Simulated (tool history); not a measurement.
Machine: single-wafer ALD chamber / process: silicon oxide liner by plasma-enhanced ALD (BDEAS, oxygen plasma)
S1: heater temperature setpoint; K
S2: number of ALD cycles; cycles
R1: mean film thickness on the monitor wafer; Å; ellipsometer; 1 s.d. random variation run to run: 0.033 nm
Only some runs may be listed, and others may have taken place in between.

Run 1, hour 0: S1 588.15 K, S2 78 cycles. Result: R1 71.028 Å.
Run 2, hour 3.8: S1 588.15 K, S2 80 cycles. Result: R1 72.733 Å.
Run 3, hour 10.2: S1 588.15 K, S2 70 cycles. Result: R1 63.286 Å.
Run 4, hour 15.6: S1 588.15 K, S2 81 cycles. Result: R1 73.591 Å.
Run 5, hour 21.1: S1 588.15 K, S2 92 cycles. Result: R1 84.049 Å.
At hour 27.9: thermocouple changed; heater temperature recalibrated.
Run 6, hour 27.9: S1 599.15 K, S2 92 cycles. Result: R1 81.549 Å.
Run 7, hour 29: S1 600.15 K, S2 92 cycles. Result: R1 81.346 Å.
Run 8, hour 34.6: S1 601.15 K, S2 92 cycles. Result: R1 81.303 Å.
Run 9, hour 42.1: S1 601.15 K, S2 92 cycles. Result: R1 81.597 Å.

Run 10 is up next; what results do you expect?
Run 10, hour 47.6: S1 602.15 K, S2 92 cycles. Result: R1 ?.

{"run 10": {"R1": 81.542}}
